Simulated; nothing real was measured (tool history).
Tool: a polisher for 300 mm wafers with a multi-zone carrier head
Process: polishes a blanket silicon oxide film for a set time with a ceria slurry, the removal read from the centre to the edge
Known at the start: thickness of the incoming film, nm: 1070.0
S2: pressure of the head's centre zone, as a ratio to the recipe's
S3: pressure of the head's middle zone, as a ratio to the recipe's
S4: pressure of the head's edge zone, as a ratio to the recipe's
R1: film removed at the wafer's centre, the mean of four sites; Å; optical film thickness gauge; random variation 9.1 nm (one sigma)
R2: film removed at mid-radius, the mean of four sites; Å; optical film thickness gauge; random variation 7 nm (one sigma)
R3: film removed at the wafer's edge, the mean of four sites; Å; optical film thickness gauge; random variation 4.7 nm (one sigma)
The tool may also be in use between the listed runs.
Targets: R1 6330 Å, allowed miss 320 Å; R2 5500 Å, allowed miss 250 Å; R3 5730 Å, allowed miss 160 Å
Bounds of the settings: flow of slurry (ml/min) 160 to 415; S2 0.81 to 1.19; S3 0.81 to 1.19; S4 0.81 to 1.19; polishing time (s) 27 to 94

Run 1, hour 0: flow of slurry (ml/min) 265, S2 1, S3 1, S4 1, polishing time (s) 60. Result: R1 4040.4 Å, R2 3975.8 Å, R3 4120 Å.
Run 2, hour 2.3: flow of slurry (ml/min) 320, S2 1, S3 1, S4 1, polishing time (s) 60. Result: R1 4030.4 Å, R2 4028.1 Å, R3 4245.1 Å.
Run 3, hour 6.6: flow of slurry (ml/min) 315, S2 1.02, S3 1.01, S4 1.01, polishing time (s) 63. Result: R1 4334.1 Å, R2 4199.1 Å, R3 4405.2 Å.
Run 4, hour 10.8: flow of slurry (ml/min) 360, S2 1.02, S3 1.01, S4 1.01, polishing time (s) 63. Result: R1 4501.9 Å, R2 4376.9 Å, R3 4449.3 Å.
Run 5, hour 12.6: flow of slurry (ml/min) 360, S2 1.03, S3 1.01, S4 1.02, polishing time (s) 65. Result: R1 4630.2 Å, R2 4549.3 Å, R3 4622.4 Å.
Run 6, hour 21.1: flow of slurry (ml/min) 360, S2 1.05, S3 1, S4 1.03, polishing time (s) 67. Result: R1 4804 Å, R2 4558.5 Å, R3 4764.7 Å.
Run 7, hour 23.3: flow of slurry (ml/min) 360, S2 1.07, S3 1, S4 1.03, polishing time (s) 69. Result: R1 5080.4 Å, R2 4633.7 Å, R3 4886.4 Å.
Run 8, hour 24.3: flow of slurry (ml/min) 360, S2 1.08, S3 1.01, S4 1.04, polishing time (s) 71. Result: R1 5271 Å, R2 4963.9 Å, R3 5016.1 Å.
Run 9, hour 29.9: flow of slurry (ml/min) 375, S2 1.16, S3 0.96, S4 1.11, polishing time (s) 79. Result: R1 6371.8 Å, R2 5225.2 Å, R3 5806.2 Å.
Run 10, hour 34.6: flow of slurry (ml/min) 375, S2 1.16, S3 0.96, S4 1.11, polishing time (s) 79. Result: R1 6440.4 Å, R2 5206.3 Å, R3 5800.4 Å.

5 next moves are on the table. One of them brings every result within its allowed miss. Which?
Run A, hour 39.3: flow of slurry (ml/min) 380, S2 1.19, S3 1.05, S4 0.94, polishing time (s) 77. Result: R1 ?, R2 ?, R3 ?.
Run B, hour 39.3: flow of slurry (ml/min) 395, S2 1.09, S3 0.95, S4 1.1, polishing time (s) 74. Result: R1 ?, R2 ?, R3 ?.
Run C, hour 39.3: flow of slurry (ml/min) 415, S2 1.16, S3 0.96, S4 1.19, polishing time (s) 71. Result: R1 ?, R2 ?, R3 ?.
Run D, hour 39.3: flow of slurry (ml/min) 320, S2 1.17, S3 1.01, S4 1.07, polishing time (s) 81. Result: R1 ?, R2 ?, R3 ?.
Run E, hour 39.3: flow of slurry (ml/min) 390, S2 1.14, S3 1.01, S4 1.07, polishing time (s) 73. Result: R1 ?, R2 ?, R3 ?.

move      R1      R2      R3
   A  6346.9  5488.8  5262.7
   B  5610.9    4862  5365.9
   C  5741.5  4719.1  5317.9
   D  6475.9    5518  5742.3
   E  5779.7  5044.5  5231.9
A: brings the result that was furthest off to its target, and leaves another outside
B: further off than the last run
C: further off than the last run
D: meets every target
E: further off than the last run
Move D is the one to make.
